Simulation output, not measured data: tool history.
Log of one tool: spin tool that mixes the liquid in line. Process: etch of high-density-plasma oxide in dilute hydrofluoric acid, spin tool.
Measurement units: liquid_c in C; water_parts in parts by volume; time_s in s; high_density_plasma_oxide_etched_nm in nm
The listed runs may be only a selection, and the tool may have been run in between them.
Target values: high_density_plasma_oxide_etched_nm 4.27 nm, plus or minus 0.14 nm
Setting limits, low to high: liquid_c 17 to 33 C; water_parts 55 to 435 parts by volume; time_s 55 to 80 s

run	day	liquid_c	water_parts	time_s	high_density_plasma_oxide_etched_nm
1	0	25	245	80	1.4001
2	0.133	28	245	80	1.54
3	0.158	29.5	245	80	1.6239
4	0.429	29.5	245	80	1.62
5	0.667	31.5	245	80	1.738
6	0.842	33	245	80	1.8231
7	0.946	33	190	80	2.5334
8	1.054	33	160	80	3.1074
9	1.338	33	145	80	3.5046
10	1.629	33	135	80	3.7782
11	1.717	33	130	80	3.9475

4 candidate next runs follow, results not yet known. Just one meets every target within its allowed miss. Identify it.
A	1.804	33	145	80	?
B	1.804	33	125	80	?
C	1.804	33	140	80	?
D	1.804	32.5	140	80	?

move	high_density_plasma_oxide_etched_nm
A	3.5207
B	4.2027
C	3.6723
D	3.6082
A: its largest miss is bigger than the last run's
B: in spec on every target
C: its largest miss is bigger than the last run's
D: its largest miss is bigger than the last run's
B is the move that brings every result within its allowed miss.
